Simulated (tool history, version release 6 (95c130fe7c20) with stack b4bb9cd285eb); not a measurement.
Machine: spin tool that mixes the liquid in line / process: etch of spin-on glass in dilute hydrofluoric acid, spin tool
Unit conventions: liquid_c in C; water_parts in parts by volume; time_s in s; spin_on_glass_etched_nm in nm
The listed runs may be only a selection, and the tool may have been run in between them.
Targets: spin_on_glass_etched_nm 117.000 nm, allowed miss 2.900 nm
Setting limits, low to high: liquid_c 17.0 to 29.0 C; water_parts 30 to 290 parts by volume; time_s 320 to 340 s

Run 1, day 0.000: liquid_c 21.0 C, water_parts 160 parts by volume, time_s 320 s. Result: spin_on_glass_etched_nm 96.144 nm.
Run 2, day 0.088: liquid_c 22.0 C, water_parts 160 parts by volume, time_s 320 s. Result: spin_on_glass_etched_nm 101.920 nm.
Run 3, day 0.221: liquid_c 20.0 C, water_parts 160 parts by volume, time_s 320 s. Result: spin_on_glass_etched_nm 92.755 nm.
Run 4, day 0.508: liquid_c 23.0 C, water_parts 160 parts by volume, time_s 320 s. Result: spin_on_glass_etched_nm 104.570 nm.
Run 5, day 0.596: liquid_c 23.5 C, water_parts 160 parts by volume, time_s 320 s. Result: spin_on_glass_etched_nm 105.870 nm.
Run 6, day 0.742: liquid_c 23.5 C, water_parts 160 parts by volume, time_s 320 s. Result: spin_on_glass_etched_nm 106.180 nm.
Run 7, day 1.050: liquid_c 23.5 C, water_parts 160 parts by volume, time_s 320 s. Result: spin_on_glass_etched_nm 105.680 nm.
Run 8, day 1.267: liquid_c 24.0 C, water_parts 160 parts by volume, time_s 320 s. Result: spin_on_glass_etched_nm 109.600 nm.
Run 9, day 1.488: liquid_c 24.5 C, water_parts 160 parts by volume, time_s 320 s. Result: spin_on_glass_etched_nm 109.470 nm.
Run 10, day 1.558: liquid_c 25.0 C, water_parts 160 parts by volume, time_s 320 s. Result: spin_on_glass_etched_nm 110.960 nm.

Which of these 5 next moves meets every target?
Run A, day 1.629: liquid_c 26.5 C, water_parts 155 parts by volume, time_s 320 s. Result: spin_on_glass_etched_nm ?.
Run B, day 1.629: liquid_c 25.0 C, water_parts 150 parts by volume, time_s 325 s. Result: spin_on_glass_etched_nm ?.
Run C, day 1.629: liquid_c 26.0 C, water_parts 150 parts by volume, time_s 320 s. Result: spin_on_glass_etched_nm ?.
Run D, day 1.629: liquid_c 28.5 C, water_parts 190 parts by volume, time_s 335 s. Result: spin_on_glass_etched_nm ?.
Run E, day 1.629: liquid_c 24.0 C, water_parts 155 parts by volume, time_s 335 s. Result: spin_on_glass_etched_nm ?.

move  spin_on_glass_etched_nm
   A                  123.930
   B                  123.690
   C                  126.460
   D                  109.120
   E                  118.100
A: carries the result that was furthest off beyond its target, to the other side
B: carries the result that was furthest off beyond its target, to the other side
C: carries the result that was furthest off beyond its target, to the other side
D: misses by more than the last run did
E: every result lands within tolerance
E is the move that brings every result within its allowed miss.
